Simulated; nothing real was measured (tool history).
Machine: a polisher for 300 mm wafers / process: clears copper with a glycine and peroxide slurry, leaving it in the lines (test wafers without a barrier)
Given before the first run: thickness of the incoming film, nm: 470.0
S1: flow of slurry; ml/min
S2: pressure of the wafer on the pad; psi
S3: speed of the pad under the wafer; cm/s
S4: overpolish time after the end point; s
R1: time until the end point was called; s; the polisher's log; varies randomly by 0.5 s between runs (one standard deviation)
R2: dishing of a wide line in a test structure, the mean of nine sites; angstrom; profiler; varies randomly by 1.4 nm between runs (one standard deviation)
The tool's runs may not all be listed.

run  hour   S1   S2  S3  S4       R1      R2
  1   0.0  295  3.0  76  13   95.142  453.13
  2   1.1  270  3.0  76  13   94.899  459.69
  3   6.4  270  3.0  60  13  114.560  388.73
  4   9.5  270  3.5  66  14   93.314  490.82
  5  14.3  270  3.8  70  15   83.519  564.49
  6  16.3  270  4.0  74  16   78.355  636.92

For run 7, what comes out?
  7  18.2  295  4.6  92  17   ?   ?

Run 7 came out at R1 56.400 s, R2 852.54 angstrom.
